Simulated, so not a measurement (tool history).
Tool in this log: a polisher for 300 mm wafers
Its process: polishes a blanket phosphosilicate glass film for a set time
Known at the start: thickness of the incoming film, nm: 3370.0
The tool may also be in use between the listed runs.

| run | hour | flow of slurry (ml/min) | pressure of the wafer on the pad (psi) | speed of the pad under the wafer (m/s) | abrasive content of the slurry | polishing time (s) | film removed (nm) |
|---|---|---|---|---|---|---|---|
| 1 | 0 | 150 | 3.3 | 1.1 | 1 | 25 | 272.54 |
| 2 | 4.3 | 180 | 3.3 | 1.1 | 1 | 25 | 280.33 |
| 3 | 8.4 | 175 | 2.8 | 1.04 | 1 | 25 | 230.57 |
| 4 | 9.7 | 170 | 2.5 | 0.98 | 1 | 25 | 194.58 |
| 5 | 11.7 | 200 | 2.5 | 0.98 | 1 | 25 | 198.38 |
| 6 | 18 | 200 | 2.2 | 0.96 | 1 | 25 | 172.09 |
| 7 | 22.3 | 200 | 2.2 | 0.96 | 1 | 25 | 170.07 |
| 8 | 27.6 | 200 | 2 | 0.96 | 1 | 25 | 157.44 |

Estimate the outcome of run 9 from the log above:
| 9 | 35.5 | 200 | 1.9 | 0.96 | 1 | 25 | ? |

{"run 9": {"film removed (nm)": 151.22}}
